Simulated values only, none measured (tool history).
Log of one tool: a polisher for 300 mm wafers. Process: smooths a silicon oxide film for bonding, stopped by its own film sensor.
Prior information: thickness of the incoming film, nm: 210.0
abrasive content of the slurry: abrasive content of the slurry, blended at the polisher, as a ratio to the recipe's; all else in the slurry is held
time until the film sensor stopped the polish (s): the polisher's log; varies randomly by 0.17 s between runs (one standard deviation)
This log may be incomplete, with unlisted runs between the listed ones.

run  hour  flow of slurry (ml/min)  pressure of the wafer on the pad (psi)  speed of the pad under the wafer (m/s)  abrasive content of the slurry  target thickness at which the film sensor stops the polish (nm)  time until the film sensor stopped the polish (s)
  1   0.0                      210                                     2.0                                    0.78                             1.0                                                              190                                             26.228
  2   2.5                      210                                     2.0                                    0.78                             1.0                                                              193                                             22.314
  3  11.1                      210                                     2.0                                    0.60                             1.0                                                              193                                             27.003
  4  13.4                      210                                     2.0                                    0.44                             1.0                                                              193                                             34.493
  5  18.6                      210                                     2.3                                    0.48                             1.0                                                              193                                             28.924
  6  26.7                      210                                     2.7                                    0.48                             1.0                                                              193                                             25.714

The next listed run, before its measurement:
  7  30.6                      215                                     2.8                                    0.56                             1.0                                                              193                                                  ?

time until the film sensor stopped the polish (s): 21.623
